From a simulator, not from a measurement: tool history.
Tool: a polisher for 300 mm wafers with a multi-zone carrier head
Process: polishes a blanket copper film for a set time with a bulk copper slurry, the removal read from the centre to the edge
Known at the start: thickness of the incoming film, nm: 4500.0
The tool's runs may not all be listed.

run	hour	flow of slurry (ml/min)	pressure of the head's centre zone	pressure of the head's middle zone	pressure of the head's edge zone	abrasive content of the slurry	polishing time (s)	film removed at the wafer's centre (Å)	film removed at mid-radius (Å)	film removed at the wafer's edge (Å)
1	0.0	200	1.00	1.00	1.00	1.00	49	8130.0	8096.7	8089.1
2	4.0	200	1.00	1.00	1.00	1.00	57	9785.7	9623.7	9523.4
3	11.5	170	1.00	1.00	1.00	1.00	57	9106.8	9353.9	9167.8
4	15.9	175	1.02	0.95	0.98	0.85	50	8383.1	7722.4	7810.5
5	23.0	175	1.01	0.91	0.98	0.80	44	7064.7	6418.3	6866.8
6	25.1	175	1.01	0.91	0.98	0.65	44	6844.0	6429.9	6707.9
7	33.3	170	1.02	0.88	0.97	0.65	41	6511.4	5690.6	6203.8
8	39.7	165	1.02	0.86	0.95	0.60	39	6065.0	5188.0	5819.0

Run 9 comes next. What will it give?
9	41.4	160	1.02	0.85	0.92	0.55	39	?	?	?

{"run 9": {"film removed at the wafer's centre (Å)": 5960.0, "film removed at mid-radius (Å)": 5187.4, "film removed at the wafer's edge (Å)": 5651.9}}
